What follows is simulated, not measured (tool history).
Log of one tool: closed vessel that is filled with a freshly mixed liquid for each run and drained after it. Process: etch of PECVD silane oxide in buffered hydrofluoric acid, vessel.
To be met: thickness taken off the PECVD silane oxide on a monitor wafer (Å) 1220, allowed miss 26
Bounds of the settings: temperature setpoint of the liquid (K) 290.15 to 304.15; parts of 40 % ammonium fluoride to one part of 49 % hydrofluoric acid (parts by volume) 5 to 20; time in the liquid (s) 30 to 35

run,hour,temperature setpoint of the liquid (K),parts of 40 % ammonium fluoride to one part of 49 % hydrofluoric acid (parts by volume),time in the liquid (s),thickness taken off the PECVD silane oxide on a monitor wafer (Å)
1,0,296.15,12,35,825.82
2,8.4,294.15,12,35,733.4
3,17.4,295.15,12,35,783.48
4,25.1,295.15,12,35,782.84
5,31.3,296.15,12,35,826
6,36.2,296.15,12,30,719.85
7,41.8,297.15,11.5,30,779.6
8,46.1,301.15,9.5,30,1160.7
9,51.1,301.65,9.5,30,1172.4

5 next moves are on the table. One of them brings every result within its allowed miss. Which?
A,56.1,302.65,10.5,30,?
B,56.1,299.65,8.5,30,?
C,56.1,300.65,11,35,?
D,56.1,302.65,11.5,35,?
E,56.1,303.65,11,30,?

move,thickness taken off the PECVD silane oxide on a monitor wafer (Å)
A,1144.2
B,1163
C,1147.6
D,1221.8
E,1152.5
A: further off than the last run
B: further off than the last run
C: further off than the last run
D: meets every target
E: further off than the last run
Move D is the one to make.

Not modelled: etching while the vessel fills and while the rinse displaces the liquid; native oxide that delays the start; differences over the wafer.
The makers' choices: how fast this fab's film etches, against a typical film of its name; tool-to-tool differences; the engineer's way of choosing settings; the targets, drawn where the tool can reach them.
